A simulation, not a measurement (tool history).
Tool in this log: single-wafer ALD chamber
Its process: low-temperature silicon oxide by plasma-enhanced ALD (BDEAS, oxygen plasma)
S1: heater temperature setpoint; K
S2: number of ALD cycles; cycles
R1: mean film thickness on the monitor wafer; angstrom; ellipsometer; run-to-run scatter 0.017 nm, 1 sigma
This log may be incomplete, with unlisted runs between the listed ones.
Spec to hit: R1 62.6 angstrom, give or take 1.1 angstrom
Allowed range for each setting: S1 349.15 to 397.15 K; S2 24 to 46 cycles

run    day      S1  S2      R1
  1      0  373.15  35  49.304
  2   0.25  371.15  36   51.16
  3  0.371  375.15  36  50.723
  4  0.746  375.15  40  56.252
  5  0.812  372.15  41  58.082
  6  0.842  379.15  41  57.288
  7  0.925  379.15  41  57.376
  8  1.192  377.15  42   58.85
  9  1.533  375.15  42  59.238
 10  1.825  374.15  42  59.009
 11  2.025  373.15  43  60.527

Which of these 4 next moves meets every target?
  A  2.225  366.15  42   ?
  B  2.225  356.15  40   ?
  C  2.225  372.15  43   ?
  D  2.225  371.15  44   ?

move      R1
   A  60.589
   B  59.497
   C  60.874
   D  62.487
A: about as far from the targets as the last run
B: its largest miss is bigger than the last run's
C: better than the last run, though not everything is in spec
D: every result within its allowed miss
The move that meets every target is D.

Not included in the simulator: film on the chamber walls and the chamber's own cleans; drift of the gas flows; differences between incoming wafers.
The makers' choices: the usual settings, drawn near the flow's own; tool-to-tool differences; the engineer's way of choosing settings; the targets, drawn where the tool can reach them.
